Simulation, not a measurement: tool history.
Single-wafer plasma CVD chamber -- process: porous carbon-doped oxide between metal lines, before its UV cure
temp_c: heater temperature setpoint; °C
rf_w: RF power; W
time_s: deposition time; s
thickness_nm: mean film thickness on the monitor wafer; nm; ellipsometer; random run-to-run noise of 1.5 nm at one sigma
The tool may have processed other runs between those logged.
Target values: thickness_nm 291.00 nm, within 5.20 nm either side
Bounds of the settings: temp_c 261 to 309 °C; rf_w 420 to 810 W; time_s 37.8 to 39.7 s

run 1 hour=0.0 | temp_c=285 rf_w=615 time_s=39.7 | thickness_nm=236.51
run 2 hour=5.0 | temp_c=280 rf_w=635 time_s=39.7 | thickness_nm=246.29
run 3 hour=8.3 | temp_c=286 rf_w=635 time_s=39.7 | thickness_nm=237.74
run 4 hour=9.1 | temp_c=290 rf_w=635 time_s=39.7 | thickness_nm=233.55
run 5 hour=18.2 | temp_c=284 rf_w=655 time_s=39.7 | thickness_nm=247.11
run 6 hour=22.4 | temp_c=279 rf_w=665 time_s=39.7 | thickness_nm=257.68
run 7 hour=30.6 | temp_c=267 rf_w=695 time_s=39.7 | thickness_nm=279.00
run 8 hour=35.3 | temp_c=266 rf_w=700 time_s=39.7 | thickness_nm=283.20
run 9 hour=41.6 | temp_c=265 rf_w=700 time_s=39.7 | thickness_nm=285.57
run 10 hour=44.9 | temp_c=265 rf_w=700 time_s=39.7 | thickness_nm=283.36

Pick the move, out of 5, that brings all results within their allowed miss; only one does.
run A hour=48.2 | temp_c=266 rf_w=680 time_s=39.7 | thickness_nm=?
run B hour=48.2 | temp_c=268 rf_w=745 time_s=39.7 | thickness_nm=?
run C hour=48.2 | temp_c=264 rf_w=695 time_s=37.9 | thickness_nm=?
run D hour=48.2 | temp_c=264 rf_w=780 time_s=39.7 | thickness_nm=?
run E hour=48.2 | temp_c=266 rf_w=725 time_s=38.4 | thickness_nm=?

move=A thickness_nm=277.67
move=B thickness_nm=288.29
move=C thickness_nm=271.69
move=D thickness_nm=302.62
move=E thickness_nm=278.23
A: further off than the last run
B: hits every target within its allowed miss
C: further off than the last run
D: moves the result that the last run missed by most past its target, out the other side
E: further off than the last run
So the answer is move B, the one that meets all the targets.

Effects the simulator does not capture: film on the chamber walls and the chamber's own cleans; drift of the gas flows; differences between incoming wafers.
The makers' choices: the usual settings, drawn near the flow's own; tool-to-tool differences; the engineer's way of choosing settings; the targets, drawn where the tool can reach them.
